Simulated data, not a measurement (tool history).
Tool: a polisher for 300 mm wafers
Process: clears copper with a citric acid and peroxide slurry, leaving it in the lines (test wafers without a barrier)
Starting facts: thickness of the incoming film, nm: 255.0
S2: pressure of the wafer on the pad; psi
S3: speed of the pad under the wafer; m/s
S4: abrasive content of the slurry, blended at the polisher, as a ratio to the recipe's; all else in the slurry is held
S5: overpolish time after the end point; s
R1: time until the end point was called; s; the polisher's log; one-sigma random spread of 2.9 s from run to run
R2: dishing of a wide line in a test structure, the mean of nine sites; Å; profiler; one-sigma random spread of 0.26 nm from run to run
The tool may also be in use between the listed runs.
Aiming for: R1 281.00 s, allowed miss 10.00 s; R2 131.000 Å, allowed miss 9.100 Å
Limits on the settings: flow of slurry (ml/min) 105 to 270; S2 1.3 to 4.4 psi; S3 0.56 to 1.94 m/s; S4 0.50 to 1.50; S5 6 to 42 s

{"run": 1, "hour": 0.0, "flow of slurry (ml/min)": 175, "S2": 2.8, "S3": 1.24, "S4": 1.0, "S5": 21, "R1": 122.54, "R2": 186.32}
{"run": 2, "hour": 2.9, "flow of slurry (ml/min)": 175, "S2": 2.8, "S3": 1.24, "S4": 1.0, "S5": 16, "R1": 125.35, "R2": 168.34}
{"run": 3, "hour": 10.1, "flow of slurry (ml/min)": 175, "S2": 2.8, "S3": 1.24, "S4": 1.0, "S5": 7, "R1": 123.21, "R2": 89.509}
{"run": 4, "hour": 14.0, "flow of slurry (ml/min)": 175, "S2": 2.6, "S3": 1.2, "S4": 1.0, "S5": 8, "R1": 137.85, "R2": 96.359}
{"run": 5, "hour": 22.5, "flow of slurry (ml/min)": 175, "S2": 2.6, "S3": 1.2, "S4": 1.0, "S5": 6, "R1": 141.18, "R2": 75.988}
{"run": 6, "hour": 25.3, "flow of slurry (ml/min)": 175, "S2": 2.6, "S3": 1.2, "S4": 1.0, "S5": 15, "R1": 137.8, "R2": 146.41}
{"hour": 27.8, "done": "head pressure recalibrated"}
{"run": 7, "hour": 27.8, "flow of slurry (ml/min)": 175, "S2": 2.5, "S3": 1.18, "S4": 1.0, "S5": 15, "R1": 137.89, "R2": 150.99}
{"run": 8, "hour": 35.4, "flow of slurry (ml/min)": 155, "S2": 1.7, "S3": 0.82, "S4": 0.95, "S5": 20, "R1": 292.0, "R2": 108.34}
{"run": 9, "hour": 36.2, "flow of slurry (ml/min)": 165, "S2": 1.7, "S3": 0.82, "S4": 0.95, "S5": 22, "R1": 293.02, "R2": 118.32}

Which single option among these 5 for the next run brings every result within its allowed miss of target? Just one does.
{"run": "A", "hour": 37.0, "flow of slurry (ml/min)": 150, "S2": 1.9, "S3": 0.82, "S4": 0.75, "S5": 25, "R1": "?", "R2": "?"}
{"run": "B", "hour": 37.0, "flow of slurry (ml/min)": 225, "S2": 1.7, "S3": 0.74, "S4": 0.8, "S5": 22, "R1": "?", "R2": "?"}
{"run": "C", "hour": 37.0, "flow of slurry (ml/min)": 175, "S2": 1.3, "S3": 1.08, "S4": 0.8, "S5": 21, "R1": "?", "R2": "?"}
{"run": "D", "hour": 37.0, "flow of slurry (ml/min)": 200, "S2": 1.8, "S3": 0.72, "S4": 1.0, "S5": 21, "R1": "?", "R2": "?"}
{"run": "E", "hour": 37.0, "flow of slurry (ml/min)": 175, "S2": 1.8, "S3": 0.86, "S4": 0.9, "S5": 22, "R1": "?", "R2": "?"}

move=A R1=282.38 R2=128.540
move=B R1=319.16 R2=107.680
move=C R1=297.79 R2=108.440
move=D R1=297.12 R2=109.800
move=E R1=263.69 R2=123.260
A: all results land within tolerance of their targets
B: lands further from the targets than the last run did
C: lands further from the targets than the last run did
D: lands further from the targets than the last run did
E: corrects the largest miss of the last run, while another result sits out of spec
Answer: A
